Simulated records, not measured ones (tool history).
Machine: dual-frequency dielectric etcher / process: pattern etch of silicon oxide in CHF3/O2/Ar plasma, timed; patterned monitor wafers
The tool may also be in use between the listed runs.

run  hour  source power (W)  bias power (W)  etch time (s)  mean etch depth across the wafer (angstrom)
  1   0.0               530             196          412.0                                       8780.8
  2   1.2               530             196          412.0                                       8819.5
  3   4.9               530             183          412.0                                       8514.5
  4  10.3               490             183          412.0                                       8177.8
  5  17.0               500             183          412.0                                       8276.4
  6  20.5               550             183          412.0                                       8696.3

Predict the results of run 7:
  7  22.4               540             183          412.0                                            ?

mean etch depth across the wafer (angstrom): 8590.4

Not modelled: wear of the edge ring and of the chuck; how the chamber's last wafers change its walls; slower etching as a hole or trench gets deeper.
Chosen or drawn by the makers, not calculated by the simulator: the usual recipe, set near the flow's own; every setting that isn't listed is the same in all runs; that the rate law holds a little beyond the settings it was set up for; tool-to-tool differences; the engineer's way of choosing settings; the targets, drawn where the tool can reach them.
